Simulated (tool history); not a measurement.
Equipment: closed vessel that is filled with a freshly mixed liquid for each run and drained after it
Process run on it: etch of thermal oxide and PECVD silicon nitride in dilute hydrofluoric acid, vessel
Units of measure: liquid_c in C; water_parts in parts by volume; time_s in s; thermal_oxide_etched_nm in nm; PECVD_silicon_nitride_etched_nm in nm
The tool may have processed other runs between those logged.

| run | hour | liquid_c | water_parts | time_s | thermal_oxide_etched_nm | PECVD_silicon_nitride_etched_nm |
|---|---|---|---|---|---|---|
| 1 | 0.0 | 21.0 | 50 | 60 | 5.5119 | 1.8046 |
| 2 | 8.9 | 21.0 | 50 | 45 | 4.0844 | 1.3781 |
| 3 | 15.9 | 21.0 | 40 | 45 | 5.1066 | 1.6709 |
| 4 | 22.8 | 21.0 | 50 | 45 | 4.1315 | 1.3523 |
| 5 | 25.6 | 21.0 | 40 | 45 | 5.1034 | 1.6769 |
| 6 | 26.8 | 20.5 | 35 | 45 | 5.8389 | 1.8472 |
| 7 | 33.7 | 20.5 | 30 | 45 | 6.8510 | 2.1552 |
| 8 | 37.5 | 20.0 | 25 | 45 | 8.1983 | 2.4369 |
| 9 | 42.4 | 20.5 | 25 | 45 | 8.3074 | 2.5535 |
| 10 | 47.7 | 20.5 | 30 | 45 | 6.8706 | 2.1591 |
| 11 | 56.7 | 20.0 | 25 | 45 | 8.0855 | 2.4982 |
| 12 | 62.0 | 19.5 | 30 | 45 | 6.4311 | 1.9825 |
| 13 | 65.1 | 20.0 | 30 | 45 | 6.7219 | 2.1223 |
| 14 | 65.8 | 20.5 | 30 | 45 | 6.8883 | 2.1644 |

Run 15, settings as shown, results not yet in. Your forecast:
| 15 | 68.4 | 20.0 | 25 | 45 | ? | ? |

thermal_oxide_etched_nm: 8.0740 nm
PECVD_silicon_nitride_etched_nm: 2.5238 nm

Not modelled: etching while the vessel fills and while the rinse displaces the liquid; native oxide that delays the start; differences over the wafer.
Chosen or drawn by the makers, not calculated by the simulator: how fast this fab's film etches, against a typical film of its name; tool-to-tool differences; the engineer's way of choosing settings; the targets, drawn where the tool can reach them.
